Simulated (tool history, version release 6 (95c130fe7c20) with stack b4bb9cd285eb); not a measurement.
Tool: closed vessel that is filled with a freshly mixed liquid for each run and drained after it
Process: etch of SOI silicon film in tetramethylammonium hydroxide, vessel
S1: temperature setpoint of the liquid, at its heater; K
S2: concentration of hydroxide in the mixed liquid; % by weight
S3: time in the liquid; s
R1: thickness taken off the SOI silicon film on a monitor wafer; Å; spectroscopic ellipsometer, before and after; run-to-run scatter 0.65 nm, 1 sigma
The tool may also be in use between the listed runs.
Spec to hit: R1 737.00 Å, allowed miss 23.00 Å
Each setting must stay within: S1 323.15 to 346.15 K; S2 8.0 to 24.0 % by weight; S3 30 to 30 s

run 1 day=0.000 | S1=333.15 S2=16.0 S3=30 | R1=956.87
run 2 day=0.096 | S1=332.15 S2=16.0 S3=30 | R1=888.79
run 3 day=0.433 | S1=327.65 S2=16.0 S3=30 | R1=669.09
run 4 day=0.783 | S1=323.15 S2=16.0 S3=30 | R1=496.71
run 5 day=0.929 | S1=324.65 S2=16.0 S3=30 | R1=552.76
run 6 day=1.233 | S1=326.15 S2=16.0 S3=30 | R1=604.00
run 7 day=1.367 | S1=327.15 S2=16.0 S3=30 | R1=647.27
run 8 day=1.458 | S1=327.65 S2=16.0 S3=30 | R1=669.46
run 9 day=1.696 | S1=328.15 S2=16.0 S3=30 | R1=684.65

Which of these 5 next moves meets every target?
run A day=1.933 | S1=328.65 S2=17.0 S3=30 | R1=?
run B day=1.933 | S1=328.15 S2=14.0 S3=30 | R1=?
run C day=1.933 | S1=326.15 S2=12.0 S3=30 | R1=?
run D day=1.933 | S1=328.15 S2=16.5 S3=30 | R1=?
run E day=1.933 | S1=328.65 S2=17.5 S3=30 | R1=?

move=A R1=698.70
move=B R1=732.86
move=C R1=690.16
move=D R1=683.94
move=E R1=691.02
A: nearer than the last run, and not there yet
B: meets every target
C: nearer than the last run, and not there yet
D: just as far off the targets as the last run
E: nearer than the last run, and not there yet
Correct choice: B, which meets every target

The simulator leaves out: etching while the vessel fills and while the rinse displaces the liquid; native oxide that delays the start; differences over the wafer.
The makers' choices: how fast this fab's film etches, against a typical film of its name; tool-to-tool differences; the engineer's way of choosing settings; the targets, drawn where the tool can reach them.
